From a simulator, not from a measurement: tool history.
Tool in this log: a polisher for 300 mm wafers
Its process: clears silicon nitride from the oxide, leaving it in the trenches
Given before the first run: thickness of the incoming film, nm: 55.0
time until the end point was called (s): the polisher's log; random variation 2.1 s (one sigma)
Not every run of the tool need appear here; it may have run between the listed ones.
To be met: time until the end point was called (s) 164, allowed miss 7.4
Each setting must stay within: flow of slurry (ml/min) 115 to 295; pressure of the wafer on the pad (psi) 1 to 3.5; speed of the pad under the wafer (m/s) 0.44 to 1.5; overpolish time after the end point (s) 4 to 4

run	hour	flow of slurry (ml/min)	pressure of the wafer on the pad (psi)	speed of the pad under the wafer (m/s)	overpolish time after the end point (s)	time until the end point was called (s)
1	0	190	2.2	0.96	4	85.553
2	1.9	190	2.2	1.2	4	67.487
3	10.3	210	2.2	1.2	4	68.139
4	12	210	1.9	1.1	4	81.812
5	16.5	210	1.9	1.22	4	74.54
6	17.9	210	1.9	1.22	4	72.428
7	19.7	210	1.6	1.08	4	95.86
8	23.8	210	1.4	1	4	114

Which single option among these 5 for the next run brings every result within its allowed miss of target? Just one does.
A	27.9	220	1	0.96	4	?
B	27.9	185	1	0.86	4	?
C	27.9	205	1.2	0.84	4	?
D	27.9	205	1	0.78	4	?
E	27.9	230	1	0.96	4	?

move	time until the end point was called (s)
A	147.08
B	167.67
C	150.45
D	181.48
E	146.27
A: nearer the targets than the last run, but a result is still out of spec
B: in spec on every target
C: nearer the targets than the last run, but a result is still out of spec
D: pushes the last run's worst result past its target
E: nearer the targets than the last run, but a result is still out of spec
So the answer is move B, the one that meets all the targets.
